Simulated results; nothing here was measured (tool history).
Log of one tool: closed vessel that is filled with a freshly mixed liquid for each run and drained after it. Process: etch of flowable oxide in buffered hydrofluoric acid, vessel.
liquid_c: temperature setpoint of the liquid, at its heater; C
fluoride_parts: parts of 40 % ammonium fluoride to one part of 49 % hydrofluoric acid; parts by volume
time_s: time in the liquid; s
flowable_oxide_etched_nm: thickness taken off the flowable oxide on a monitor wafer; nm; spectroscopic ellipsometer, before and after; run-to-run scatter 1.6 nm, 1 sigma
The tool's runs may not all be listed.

Run 1, hour 0.0: liquid_c 25.0 C, fluoride_parts 18.5 parts by volume, time_s 85 s. Result: flowable_oxide_etched_nm 183.76 nm.
Run 2, hour 6.3: liquid_c 26.0 C, fluoride_parts 18.5 parts by volume, time_s 85 s. Result: flowable_oxide_etched_nm 194.74 nm.
Run 3, hour 13.3: liquid_c 26.5 C, fluoride_parts 18.5 parts by volume, time_s 85 s. Result: flowable_oxide_etched_nm 203.06 nm.
Run 4, hour 14.7: liquid_c 24.0 C, fluoride_parts 18.5 parts by volume, time_s 85 s. Result: flowable_oxide_etched_nm 175.16 nm.
Run 5, hour 23.4: liquid_c 25.0 C, fluoride_parts 18.5 parts by volume, time_s 85 s. Result: flowable_oxide_etched_nm 185.19 nm.
Run 6, hour 32.2: liquid_c 26.0 C, fluoride_parts 18.5 parts by volume, time_s 85 s. Result: flowable_oxide_etched_nm 194.76 nm.
Run 7, hour 39.8: liquid_c 26.5 C, fluoride_parts 18.5 parts by volume, time_s 85 s. Result: flowable_oxide_etched_nm 200.21 nm.

Estimate the outcome of run 8 from the log above:
Run 8, hour 47.0: liquid_c 27.0 C, fluoride_parts 18.5 parts by volume, time_s 85 s. Result: flowable_oxide_etched_nm ?.

Run 8 produced flowable_oxide_etched_nm 204.20 nm.
